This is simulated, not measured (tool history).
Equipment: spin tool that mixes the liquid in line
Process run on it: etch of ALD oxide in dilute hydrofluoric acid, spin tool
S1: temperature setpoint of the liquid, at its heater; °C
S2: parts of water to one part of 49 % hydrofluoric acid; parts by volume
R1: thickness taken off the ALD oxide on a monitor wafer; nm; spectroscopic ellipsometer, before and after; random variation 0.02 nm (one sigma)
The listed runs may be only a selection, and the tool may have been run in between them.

{"run": 1, "hour": 0.0, "S1": 25, "S2": 160, "time under the liquid (s)": 15, "R1": 1.1821}
{"run": 2, "hour": 8.7, "S1": 27, "S2": 145, "time under the liquid (s)": 15, "R1": 1.4223}
{"run": 3, "hour": 11.8, "S1": 29, "S2": 145, "time under the liquid (s)": 15, "R1": 1.5607}
{"run": 4, "hour": 18.5, "S1": 30, "S2": 135, "time under the liquid (s)": 15, "R1": 1.7671}
{"run": 5, "hour": 26.2, "S1": 30, "S2": 135, "time under the liquid (s)": 15, "R1": 1.7185}
{"run": 6, "hour": 31.0, "S1": 30, "S2": 135, "time under the liquid (s)": 15, "R1": 1.7719}
{"run": 7, "hour": 35.6, "S1": 31, "S2": 130, "time under the liquid (s)": 15, "R1": 1.8939}

The next listed run, before its measurement:
{"run": 8, "hour": 37.3, "S1": 31.5, "S2": 125, "time under the liquid (s)": 15, "R1": "?"}

{"run 8": {"R1": 2.0366}}
